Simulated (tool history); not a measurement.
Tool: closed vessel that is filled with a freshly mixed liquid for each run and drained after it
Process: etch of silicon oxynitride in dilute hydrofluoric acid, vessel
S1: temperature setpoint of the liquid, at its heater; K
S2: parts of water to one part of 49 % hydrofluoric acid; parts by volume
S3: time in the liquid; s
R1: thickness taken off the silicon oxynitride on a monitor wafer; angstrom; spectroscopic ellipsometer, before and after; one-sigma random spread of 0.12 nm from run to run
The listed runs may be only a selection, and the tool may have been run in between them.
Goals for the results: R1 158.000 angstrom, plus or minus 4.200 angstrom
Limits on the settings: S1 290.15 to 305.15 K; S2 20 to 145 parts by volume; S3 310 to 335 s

run,hour,S1,S2,S3,R1
1,0.0,297.15,80,310,85.754
2,8.7,297.15,80,310,86.552
3,13.9,297.15,95,310,71.476
4,19.0,299.65,85,310,90.218
5,21.0,299.65,65,310,121.750
6,27.7,301.15,65,310,129.260
7,31.6,305.15,60,310,171.420
8,34.1,304.65,60,310,166.130
9,40.3,304.15,60,310,162.360

Next run, 4 choices. One meets every target within its allowed miss, the rest don't. Which?
A,46.5,304.65,65,335,?
B,46.5,305.15,65,335,?
C,46.5,305.15,70,335,?
D,46.5,303.65,60,325,?

move,R1
A,165.300
B,169.090
C,156.140
D,166.860
A: further off than the last run
B: further off than the last run
C: all results land within tolerance of their targets
D: further off than the last run
Answer: C
